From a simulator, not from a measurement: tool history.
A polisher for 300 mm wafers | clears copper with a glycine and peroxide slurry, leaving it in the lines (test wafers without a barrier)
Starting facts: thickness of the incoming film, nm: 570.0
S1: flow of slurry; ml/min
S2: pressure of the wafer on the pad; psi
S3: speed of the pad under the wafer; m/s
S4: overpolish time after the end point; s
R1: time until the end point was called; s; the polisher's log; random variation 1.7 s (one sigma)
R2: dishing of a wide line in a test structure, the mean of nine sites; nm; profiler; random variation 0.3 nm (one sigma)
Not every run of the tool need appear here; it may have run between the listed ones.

run	day	S1	S2	S3	S4	R1	R2
1	0	305	2.1	0.9	12	126.66	18.425
2	0.125	305	2.1	1.1	12	109.75	19.734
3	0.379	305	2.4	1.1	12	99.763	18.663
4	0.704	305	2.4	0.9	12	114.33	18.888
5	1.033	285	2.5	0.86	11	120.61	18.959
6	1.15	315	2.4	0.9	10	114.67	18.78
7	1.175	295	2.3	0.94	9	114.46	16.935
8	1.338	285	2.3	0.94	8	117.79	17.169
9	1.646	270	2.2	1	7	114.15	15.091
10	1.738	265	2.2	1	7	112.99	15.833
11	1.9	255	2.1	1.02	7	117.7	15.525
12	2.208	245	2.1	1.04	7	115.48	15.876
13	2.317	255	2	1.06	7	114.74	15.239
14	2.542	250	2	1.08	7	115.49	14.996
15	2.662	185	1.8	1.22	4	115.83	11.122

Expected results for the next run?
16	2.812	195	1.8	1.22	4	?	?

{"run 16": {"R1": 118.76, "R2": 11.844}}

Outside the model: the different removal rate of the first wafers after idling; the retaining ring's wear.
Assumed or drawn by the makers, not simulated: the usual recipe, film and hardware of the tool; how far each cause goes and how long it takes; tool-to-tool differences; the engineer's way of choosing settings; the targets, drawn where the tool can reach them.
